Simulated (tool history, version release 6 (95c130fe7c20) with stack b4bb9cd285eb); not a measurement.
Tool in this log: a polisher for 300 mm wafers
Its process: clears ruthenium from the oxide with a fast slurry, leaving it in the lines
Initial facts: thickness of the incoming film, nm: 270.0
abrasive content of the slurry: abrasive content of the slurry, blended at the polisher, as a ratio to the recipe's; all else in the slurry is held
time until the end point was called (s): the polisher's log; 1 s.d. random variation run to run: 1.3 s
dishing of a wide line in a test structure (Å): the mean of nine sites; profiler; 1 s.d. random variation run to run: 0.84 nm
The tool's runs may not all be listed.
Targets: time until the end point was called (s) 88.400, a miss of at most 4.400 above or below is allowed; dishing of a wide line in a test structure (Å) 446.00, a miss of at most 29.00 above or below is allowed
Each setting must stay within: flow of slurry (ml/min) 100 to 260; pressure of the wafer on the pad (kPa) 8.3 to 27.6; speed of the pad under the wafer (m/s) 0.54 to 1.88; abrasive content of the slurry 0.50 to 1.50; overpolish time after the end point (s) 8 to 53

run  hour  flow of slurry (ml/min)  pressure of the wafer on the pad (kPa)  speed of the pad under the wafer (m/s)  abrasive content of the slurry  overpolish time after the end point (s)  time until the end point was called (s)  dishing of a wide line in a test structure (Å)
  1   0.0                      165                                    17.9                                    1.20                            1.00                                       27                                   67.467                                          914.30
  2   8.6                      165                                    17.2                                    1.20                            1.00                                       23                                   68.485                                          765.05
  3  11.9                      165                                    15.9                                    1.20                            1.00                                       21                                   73.207                                          644.63
  4  14.4                      200                                    15.9                                    1.20                            1.00                                       21                                   72.950                                          671.74
  5  15.3                      200                                    15.2                                    1.20                            1.00                                       20                                   74.650                                          633.09
  6  16.5                      200                                    14.5                                    1.20                            1.00                                       19                                   78.376                                          569.87
  7  24.5                      200                                    13.8                                    1.20                            1.00                                       18                                   79.752                                          539.41
  8  29.3                      200                                    13.1                                    1.20                            1.00                                       18                                   84.066                                          514.40
  9  32.1                      195                                    12.4                                    1.20                            1.00                                       14                                   84.163                                          392.37

Of the 5 settings listed for the next run, only one would bring every result within its allowed miss of target. Which one?
  A  34.9                      255                                     8.3                                    1.40                            0.95                                       18                                        ?                                               ?
  B  34.9                      185                                    12.4                                    1.16                            0.90                                       14                                        ?                                               ?
  C  34.9                      220                                    17.9                                    0.98                            0.85                                       13                                        ?                                               ?
  D  34.9                      175                                     8.3                                    1.24                            1.30                                       14                                        ?                                               ?
  E  34.9                      210                                    13.8                                    1.22                            0.85                                       16                                        ?                                               ?

move  time until the end point was called (s)  dishing of a wide line in a test structure (Å)
   A                                   98.949                                          444.38
   B                                   96.628                                          360.16
   C                                   87.300                                          369.47
   D                                   98.579                                          353.52
   E                                   87.186                                          447.95
A: the furthest-off result lands on target, but another misses its tolerance
B: its largest miss is bigger than the last run's
C: its largest miss is bigger than the last run's
D: its largest miss is bigger than the last run's
E: every result lands within tolerance
Go with E: it meets all targets.
